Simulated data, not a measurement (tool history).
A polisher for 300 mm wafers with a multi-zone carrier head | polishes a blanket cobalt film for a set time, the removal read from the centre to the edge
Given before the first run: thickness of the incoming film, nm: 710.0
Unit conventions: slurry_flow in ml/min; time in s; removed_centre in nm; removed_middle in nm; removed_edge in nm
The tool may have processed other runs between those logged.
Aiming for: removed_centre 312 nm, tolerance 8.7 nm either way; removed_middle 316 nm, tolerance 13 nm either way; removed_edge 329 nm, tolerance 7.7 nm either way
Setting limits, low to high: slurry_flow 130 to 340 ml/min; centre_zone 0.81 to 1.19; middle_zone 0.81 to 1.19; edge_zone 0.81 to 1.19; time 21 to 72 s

| run | hour | slurry_flow | centre_zone | middle_zone | edge_zone | time | removed_centre | removed_middle | removed_edge |
|---|---|---|---|---|---|---|---|---|---|
| 1 | 0 | 220 | 1 | 1 | 1 | 46 | 284.37 | 282.49 | 294.12 |
| 2 | 4.1 | 220 | 1 | 1 | 1 | 41 | 254.45 | 247.6 | 262.88 |
| 3 | 5.6 | 200 | 1 | 1 | 1 | 41 | 254.3 | 251.17 | 257.33 |
| 4 | 6.4 | 160 | 1 | 1 | 1 | 41 | 238.26 | 242.63 | 249.5 |
| 5 | 7.4 | 160 | 1.03 | 1 | 1 | 41 | 251.08 | 236.93 | 251.62 |
| 6 | 8.8 | 160 | 1.08 | 1 | 1 | 41 | 261.21 | 238.81 | 249.8 |
| 7 | 9.9 | 185 | 1.07 | 1.02 | 1.04 | 42 | 269.58 | 251.33 | 266.56 |
| 8 | 12 | 210 | 1.07 | 1.05 | 1.07 | 43 | 284.39 | 270.81 | 281.86 |
| 9 | 18.9 | 230 | 1.07 | 1.06 | 1.1 | 43 | 286.41 | 282.69 | 285 |
| 10 | 24 | 245 | 1.06 | 1.05 | 1.12 | 44 | 292.24 | 279.86 | 298.27 |
| 11 | 28.9 | 260 | 1.06 | 1.06 | 1.14 | 44 | 294.14 | 280.12 | 297.63 |
| 12 | 36.8 | 265 | 1.05 | 1.07 | 1.15 | 45 | 300.19 | 301.4 | 309.81 |
| 13 | 42.7 | 270 | 1.05 | 1.07 | 1.16 | 45 | 299.99 | 301.51 | 307.22 |
| 14 | 49 | 275 | 1.05 | 1.07 | 1.17 | 46 | 308.28 | 301.91 | 317.42 |
| 15 | 55.2 | 275 | 1.05 | 1.07 | 1.17 | 46 | 307.72 | 309.85 | 318.56 |

Below are 5 possible settings for the next run. Only one of them brings all results inside the allowed miss of their targets. Which is it?
| A | 61.4 | 305 | 1.09 | 1.1 | 1.14 | 44 | ? | ? | ? |
| B | 61.4 | 285 | 1.11 | 1.07 | 1.19 | 47 | ? | ? | ? |
| C | 61.4 | 300 | 1.04 | 1.09 | 1.19 | 47 | ? | ? | ? |
| D | 61.4 | 300 | 1.02 | 1.16 | 1.1 | 46 | ? | ? | ? |
| E | 61.4 | 270 | 1.04 | 1.06 | 1.19 | 45 | ? | ? | ? |

| move | removed_centre | removed_middle | removed_edge |
|---|---|---|---|
| A | 309.49 | 302.13 | 304.63 |
| B | 334.12 | 313.02 | 329.95 |
| C | 314.74 | 319.77 | 331.15 |
| D | 302.22 | 330.23 | 313.06 |
| E | 297.68 | 295.73 | 314.58 |
A: misses by more than the last run did
B: corrects the largest miss of the last run, while another result sits out of spec
C: every result lands within tolerance
D: misses by more than the last run did
E: misses by more than the last run did
So the answer is move C, the one that meets all the targets.
